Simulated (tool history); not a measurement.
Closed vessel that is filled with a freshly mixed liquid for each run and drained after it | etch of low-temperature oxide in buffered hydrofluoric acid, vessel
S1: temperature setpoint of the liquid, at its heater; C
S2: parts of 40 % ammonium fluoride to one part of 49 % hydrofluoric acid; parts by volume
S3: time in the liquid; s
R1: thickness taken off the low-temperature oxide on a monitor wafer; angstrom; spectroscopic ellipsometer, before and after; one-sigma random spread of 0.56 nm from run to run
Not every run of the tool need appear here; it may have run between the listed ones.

Run 1, hour 0.0: S1 24.0 C, S2 13.5 parts by volume, S3 30 s. Result: R1 663.03 angstrom.
Run 2, hour 4.0: S1 26.5 C, S2 13.5 parts by volume, S3 30 s. Result: R1 758.39 angstrom.
Run 3, hour 11.0: S1 26.5 C, S2 13.5 parts by volume, S3 30 s. Result: R1 752.71 angstrom.
Run 4, hour 16.8: S1 26.5 C, S2 13.5 parts by volume, S3 30 s. Result: R1 754.16 angstrom.
Run 5, hour 17.6: S1 23.5 C, S2 13.5 parts by volume, S3 30 s. Result: R1 642.24 angstrom.
Run 6, hour 26.2: S1 23.5 C, S2 10.0 parts by volume, S3 30 s. Result: R1 859.37 angstrom.
Run 7, hour 30.8: S1 25.0 C, S2 10.0 parts by volume, S3 30 s. Result: R1 931.43 angstrom.
Run 8, hour 38.6: S1 29.0 C, S2 9.5 parts by volume, S3 30 s. Result: R1 1189.90 angstrom.
Run 9, hour 44.3: S1 29.5 C, S2 9.5 parts by volume, S3 30 s. Result: R1 1218.90 angstrom.

Run 10 has not been measured yet. What should we expect?
Run 10, hour 47.9: S1 30.0 C, S2 9.5 parts by volume, S3 30 s. Result: R1 ?.

{"run 10": {"R1": 1259.6}}
